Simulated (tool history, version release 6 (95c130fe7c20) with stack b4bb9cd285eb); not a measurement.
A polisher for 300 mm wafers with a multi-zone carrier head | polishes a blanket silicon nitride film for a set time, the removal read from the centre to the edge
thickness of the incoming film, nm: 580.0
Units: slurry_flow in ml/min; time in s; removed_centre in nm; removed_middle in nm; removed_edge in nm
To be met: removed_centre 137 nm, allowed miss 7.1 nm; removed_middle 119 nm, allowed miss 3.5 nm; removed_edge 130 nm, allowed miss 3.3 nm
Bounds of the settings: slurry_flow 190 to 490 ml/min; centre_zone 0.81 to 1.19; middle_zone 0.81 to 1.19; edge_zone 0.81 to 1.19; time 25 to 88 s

run,hour,slurry_flow,centre_zone,middle_zone,edge_zone,time,removed_centre,removed_middle,removed_edge
1,0,315,1,1,1,56,99.651,101.03,101.43
2,5.9,320,1.04,1,1.04,59,108.85,107.21,108.86
3,14.2,320,1.04,1.08,1.04,59,107.33,112.45,109.32
4,17.7,320,1.12,1.08,1.04,59,117.23,110.76,108.59
5,26.6,270,1.12,1.08,1.04,59,116.81,110.75,108.11
6,34.7,270,1.13,1.06,1.08,61,120.66,112.12,113.74
7,43.1,270,1.15,1.05,1.11,63,124.01,115.66,118.3
8,47.8,270,1.16,1.03,1.12,64,125.37,114.91,122.61
9,51.8,270,1.17,1.02,1.11,65,135.55,118.29,123.21
10,56.2,270,1.17,1.01,1.13,65,132.86,113.64,124.23
11,60.9,305,1.18,1.04,1.17,67,140.87,124.42,132.28

4 next moves are on the table. One of them brings every result within its allowed miss. Which?
A,65.6,350,1.12,0.96,1.1,68,?,?,?
B,65.6,265,1.14,0.96,1.19,70,?,?,?
C,65.6,330,1.19,0.95,1.13,72,?,?,?
D,65.6,285,1.19,1.02,1.17,72,?,?,?

move,removed_centre,removed_middle,removed_edge
A,139.17,121.05,130.98
B,141.14,120.94,137.28
C,155.67,126.45,140.02
D,153.11,131.16,140.78
A: meets every target
B: brings the result that was furthest off to its target, and leaves another outside
C: further off than the last run
D: further off than the last run
Answer: A
